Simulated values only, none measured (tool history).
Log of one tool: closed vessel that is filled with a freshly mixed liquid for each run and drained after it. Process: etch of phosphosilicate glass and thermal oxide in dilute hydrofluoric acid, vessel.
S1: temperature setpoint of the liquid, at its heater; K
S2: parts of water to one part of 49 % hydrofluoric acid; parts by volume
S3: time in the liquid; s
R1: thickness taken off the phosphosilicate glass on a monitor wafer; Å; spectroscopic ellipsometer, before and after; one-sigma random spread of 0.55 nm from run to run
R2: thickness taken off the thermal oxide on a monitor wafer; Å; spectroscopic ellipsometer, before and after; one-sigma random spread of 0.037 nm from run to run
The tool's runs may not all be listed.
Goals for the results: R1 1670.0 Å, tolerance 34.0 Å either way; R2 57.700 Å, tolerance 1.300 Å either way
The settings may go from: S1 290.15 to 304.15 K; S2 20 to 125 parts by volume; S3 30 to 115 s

Run 1, hour 0.0: S1 296.15 K, S2 70 parts by volume, S3 60 s. Result: R1 1117.4 Å, R2 38.787 Å.
Run 2, hour 3.1: S1 298.15 K, S2 70 parts by volume, S3 60 s. Result: R1 1210.1 Å, R2 41.616 Å.
Run 3, hour 7.7: S1 299.65 K, S2 70 parts by volume, S3 60 s. Result: R1 1288.5 Å, R2 44.390 Å.
Run 4, hour 15.7: S1 300.65 K, S2 70 parts by volume, S3 60 s. Result: R1 1337.3 Å, R2 46.548 Å.
Run 5, hour 22.9: S1 302.15 K, S2 70 parts by volume, S3 60 s. Result: R1 1423.1 Å, R2 48.836 Å.
Run 6, hour 24.4: S1 302.15 K, S2 85 parts by volume, S3 60 s. Result: R1 1139.0 Å, R2 39.525 Å.
Run 7, hour 27.6: S1 302.65 K, S2 80 parts by volume, S3 60 s. Result: R1 1241.8 Å, R2 43.033 Å.
Run 8, hour 33.0: S1 303.15 K, S2 75 parts by volume, S3 60 s. Result: R1 1365.7 Å, R2 47.434 Å.
Run 9, hour 41.4: S1 303.15 K, S2 70 parts by volume, S3 60 s. Result: R1 1476.0 Å, R2 50.984 Å.
Run 10, hour 50.2: S1 303.65 K, S2 65 parts by volume, S3 60 s. Result: R1 1629.3 Å, R2 56.418 Å.

Which of these 4 next moves meets every target?
Run A, hour 59.0: S1 303.15 K, S2 60 parts by volume, S3 55 s. Result: R1 ?, R2 ?.
Run B, hour 59.0: S1 303.15 K, S2 35 parts by volume, S3 30 s. Result: R1 ?, R2 ?.
Run C, hour 59.0: S1 293.65 K, S2 35 parts by volume, S3 45 s. Result: R1 ?, R2 ?.
Run D, hour 59.0: S1 304.15 K, S2 60 parts by volume, S3 55 s. Result: R1 ?, R2 ?.

move      R1      R2
   A  1595.9  55.234
   B  1556.4  53.866
   C  1579.0  54.649
   D  1658.6  57.402
A: its largest miss is bigger than the last run's
B: its largest miss is bigger than the last run's
C: its largest miss is bigger than the last run's
D: every result within its allowed miss
Correct choice: D, which meets every target

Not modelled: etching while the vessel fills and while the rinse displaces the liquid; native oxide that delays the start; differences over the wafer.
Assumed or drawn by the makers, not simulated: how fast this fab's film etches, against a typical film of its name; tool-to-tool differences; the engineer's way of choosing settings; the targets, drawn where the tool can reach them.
